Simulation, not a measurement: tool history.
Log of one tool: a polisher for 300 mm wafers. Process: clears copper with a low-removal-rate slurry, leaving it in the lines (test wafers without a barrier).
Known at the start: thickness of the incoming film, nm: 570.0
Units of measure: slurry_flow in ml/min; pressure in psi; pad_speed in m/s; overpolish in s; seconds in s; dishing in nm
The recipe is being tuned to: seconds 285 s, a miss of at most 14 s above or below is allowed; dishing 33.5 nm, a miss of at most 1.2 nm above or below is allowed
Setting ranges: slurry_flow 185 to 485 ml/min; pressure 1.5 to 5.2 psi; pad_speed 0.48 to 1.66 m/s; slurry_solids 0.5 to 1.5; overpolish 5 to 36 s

{"run": 1, "hour": 0.0, "slurry_flow": 310, "pressure": 3.3, "pad_speed": 1.06, "slurry_solids": 1, "overpolish": 18, "seconds": 149.98, "dishing": 44.301}
{"run": 2, "hour": 8.4, "slurry_flow": 310, "pressure": 2.9, "pad_speed": 1.04, "slurry_solids": 1, "overpolish": 19, "seconds": 181.97, "dishing": 40.879}
{"run": 3, "hour": 10.0, "slurry_flow": 310, "pressure": 3.7, "pad_speed": 1.04, "slurry_solids": 1, "overpolish": 19, "seconds": 145.32, "dishing": 49.726}
{"run": 4, "hour": 14.3, "slurry_flow": 310, "pressure": 4.5, "pad_speed": 1.04, "slurry_solids": 1, "overpolish": 19, "seconds": 118.18, "dishing": 60.046}
{"run": 5, "hour": 18.5, "slurry_flow": 245, "pressure": 4.5, "pad_speed": 1.04, "slurry_solids": 1, "overpolish": 19, "seconds": 119.51, "dishing": 58.065}
{"run": 6, "hour": 26.9, "slurry_flow": 245, "pressure": 3.9, "pad_speed": 1.02, "slurry_solids": 1, "overpolish": 20, "seconds": 142.65, "dishing": 52.997}
{"run": 7, "hour": 30.5, "slurry_flow": 245, "pressure": 3.9, "pad_speed": 1.02, "slurry_solids": 1, "overpolish": 20, "seconds": 142.04, "dishing": 53.207}
{"run": 8, "hour": 35.4, "slurry_flow": 245, "pressure": 2.9, "pad_speed": 0.98, "slurry_solids": 1, "overpolish": 24, "seconds": 187.99, "dishing": 47.322}
{"run": 9, "hour": 38.6, "slurry_flow": 245, "pressure": 2.6, "pad_speed": 0.96, "slurry_solids": 1, "overpolish": 24, "seconds": 219.87, "dishing": 42.97}
{"run": 10, "hour": 40.0, "slurry_flow": 245, "pressure": 2.6, "pad_speed": 0.96, "slurry_solids": 1, "overpolish": 24, "seconds": 213.8, "dishing": 42.01}
{"run": 11, "hour": 44.4, "slurry_flow": 245, "pressure": 1.6, "pad_speed": 0.94, "slurry_solids": 1, "overpolish": 25, "seconds": 330.42, "dishing": 29.949}
{"run": 12, "hour": 50.6, "slurry_flow": 250, "pressure": 1.7, "pad_speed": 0.94, "slurry_solids": 1, "overpolish": 25, "seconds": 310.01, "dishing": 31.094}
{"run": 13, "hour": 51.7, "slurry_flow": 250, "pressure": 1.7, "pad_speed": 0.94, "slurry_solids": 1, "overpolish": 25, "seconds": 318.51, "dishing": 31.088}
{"run": 14, "hour": 55.1, "slurry_flow": 250, "pressure": 1.8, "pad_speed": 0.94, "slurry_solids": 1, "overpolish": 25, "seconds": 302.66, "dishing": 32.873}
{"run": 15, "hour": 59.4, "slurry_flow": 255, "pressure": 1.8, "pad_speed": 0.94, "slurry_solids": 1, "overpolish": 25, "seconds": 297.94, "dishing": 31.87}
{"run": 16, "hour": 65.0, "slurry_flow": 260, "pressure": 2, "pad_speed": 0.94, "slurry_solids": 1, "overpolish": 25, "seconds": 275.03, "dishing": 35.501}

Next run, 4 choices. One meets every target within its allowed miss, the rest don't. Which?
{"run": "A", "hour": 70.6, "slurry_flow": 275, "pressure": 2.3, "pad_speed": 0.68, "slurry_solids": 1.1, "overpolish": 26, "seconds": "?", "dishing": "?"}
{"run": "B", "hour": 70.6, "slurry_flow": 250, "pressure": 1.5, "pad_speed": 1.22, "slurry_solids": 0.75, "overpolish": 24, "seconds": "?", "dishing": "?"}
{"run": "C", "hour": 70.6, "slurry_flow": 235, "pressure": 1.9, "pad_speed": 0.82, "slurry_solids": 1.05, "overpolish": 28, "seconds": "?", "dishing": "?"}
{"run": "D", "hour": 70.6, "slurry_flow": 230, "pressure": 1.8, "pad_speed": 1, "slurry_solids": 1, "overpolish": 25, "seconds": "?", "dishing": "?"}

move=A seconds=304.79 dishing=33.293
move=B seconds=291.68 dishing=31.597
move=C seconds=317.01 dishing=34.021
move=D seconds=284.16 dishing=33.812
A: the worst result of the last run now meets its target, but another is out of spec
B: the result that was furthest off in the last run now lies on the other side of its target
C: the worst result of the last run now meets its target, but another is out of spec
D: hits every target within its allowed miss
The right move is D.
